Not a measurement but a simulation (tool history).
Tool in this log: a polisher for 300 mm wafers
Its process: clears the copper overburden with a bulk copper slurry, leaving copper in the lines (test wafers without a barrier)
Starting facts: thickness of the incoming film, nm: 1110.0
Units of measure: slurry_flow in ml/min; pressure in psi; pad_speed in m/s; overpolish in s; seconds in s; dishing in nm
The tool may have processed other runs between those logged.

| run | day | slurry_flow | pressure | pad_speed | slurry_solids | overpolish | seconds | dishing |
|---|---|---|---|---|---|---|---|---|
| 1 | 0 | 205 | 1.7 | 1.42 | 1 | 28 | 172.92 | 75.813 |
| 2 | 0.179 | 210 | 1.5 | 1.52 | 1 | 23 | 175.74 | 64.631 |
| 3 | 0.354 | 210 | 1.5 | 1.52 | 1.1 | 23 | 176.04 | 64.761 |
| 4 | 0.421 | 210 | 1.7 | 1.52 | 1.1 | 23 | 156.82 | 71.714 |
| 5 | 0.792 | 240 | 1.5 | 1.58 | 1.05 | 19 | 168.88 | 61.255 |
| 6 | 0.846 | 260 | 1.3 | 1.66 | 1 | 16 | 183.24 | 50.99 |
| 7 | 0.975 | 270 | 1.2 | 1.74 | 0.95 | 14 | 190.28 | 44.471 |
| 8 | 1.229 | 270 | 1.2 | 1.78 | 0.9 | 13 | 186.2 | 43.105 |
|  | 1.412 | slurry blender recalibrated |
| 9 | 1.412 | 265 | 1 | 1.96 | 0.65 | 8 | 199.96 | 27.567 |
| 10 | 1.571 | 265 | 1 | 1.9 | 0.7 | 8 | 198.2 | 27.209 |
| 11 | 1.858 | 270 | 1 | 1.86 | 0.75 | 8 | 198.13 | 27.8 |
| 12 | 2.217 | 270 | 1 | 1.82 | 0.8 | 9 | 201.38 | 30.241 |
| 13 | 2.467 | 275 | 1 | 1.8 | 0.8 | 9 | 208.36 | 29.799 |
| 14 | 2.729 | 280 | 1 | 1.78 | 0.8 | 9 | 205.96 | 29.519 |
| 15 | 2.838 | 280 | 1 | 1.76 | 0.85 | 9 | 206.11 | 29.768 |
| 16 | 3.171 | 285 | 1.1 | 1.7 | 0.9 | 19 | 191.6 | 53.103 |
| 17 | 3.412 | 235 | 0.8 | 2.1 | 0.65 | 16 | 236.25 | 41.024 |
| 18 | 3.492 | 250 | 0.8 | 2.06 | 0.65 | 16 | 228.66 | 40.798 |
| 19 | 3.717 | 260 | 0.9 | 2 | 0.65 | 16 | 216.94 | 42.503 |
| 20 | 3.954 | 245 | 0.8 | 2.22 | 0.65 | 8 | 210.95 | 25.185 |

Run 21 is up next; what results do you expect?
| 21 | 3.996 | 255 | 0.9 | 2.1 | 0.65 | 9 | ? | ? |

Run 21 produced seconds 204.26 s, dishing 29.569 nm.
